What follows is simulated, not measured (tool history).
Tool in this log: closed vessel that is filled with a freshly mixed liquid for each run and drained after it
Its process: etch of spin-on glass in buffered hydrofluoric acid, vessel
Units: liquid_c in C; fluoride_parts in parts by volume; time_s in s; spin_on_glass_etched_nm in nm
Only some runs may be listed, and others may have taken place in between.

run	day	liquid_c	fluoride_parts	time_s	spin_on_glass_etched_nm
1	0	20	12.5	95	126.93
2	0.258	23	12.5	95	147.59
3	0.575	22.5	13	95	141.36
4	0.796	24.5	13	95	155.45
5	1.125	23.5	13.5	95	140.5
6	1.388	22.5	14	95	129.38
7	1.754	22	14	95	124.72
8	1.975	21.5	14	95	122.58

Estimate the outcome of run 9 from the log above:
9	2.254	21	14	95	?

Run 9 gave spin_on_glass_etched_nm 120.2 nm.
